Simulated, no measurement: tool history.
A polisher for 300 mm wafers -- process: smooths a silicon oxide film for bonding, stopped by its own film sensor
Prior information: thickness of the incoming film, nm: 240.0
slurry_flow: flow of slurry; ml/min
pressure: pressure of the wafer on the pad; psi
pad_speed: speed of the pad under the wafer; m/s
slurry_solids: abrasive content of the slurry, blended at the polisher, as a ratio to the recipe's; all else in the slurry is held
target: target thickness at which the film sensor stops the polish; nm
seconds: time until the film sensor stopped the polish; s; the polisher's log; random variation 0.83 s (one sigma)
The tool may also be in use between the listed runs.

| run | hour | slurry_flow | pressure | pad_speed | slurry_solids | target | seconds |
|---|---|---|---|---|---|---|---|
| 1 | 0 | 255 | 2.6 | 0.94 | 1 | 206 | 46.753 |
| 2 | 4.4 | 255 | 2.3 | 0.94 | 1 | 206 | 51.522 |
| 3 | 10.5 | 290 | 2.3 | 0.94 | 1 | 206 | 51.344 |
| 4 | 11.7 | 290 | 2 | 0.94 | 1 | 206 | 59.569 |
| 5 | 13.7 | 290 | 2 | 0.94 | 1 | 210 | 51.157 |
| 6 | 15.1 | 290 | 2.6 | 0.94 | 1 | 210 | 40.355 |
| 7 | 17.3 | 285 | 2.2 | 0.94 | 1 | 210 | 46.998 |
| 8 | 25 | 285 | 1.9 | 0.92 | 1 | 210 | 55.233 |
| 9 | 30.4 | 285 | 1.7 | 0.92 | 1 | 210 | 61.176 |
| 10 | 31.5 | 280 | 1.6 | 0.92 | 1 | 210 | 66.208 |
| 11 | 33.9 | 265 | 1.6 | 0.92 | 1 | 210 | 65.127 |

Run 12 has not been measured yet. What should we expect?
| 12 | 37.6 | 260 | 1.5 | 0.92 | 1 | 210 | ? |

{"run 12": {"seconds": 68.366}}
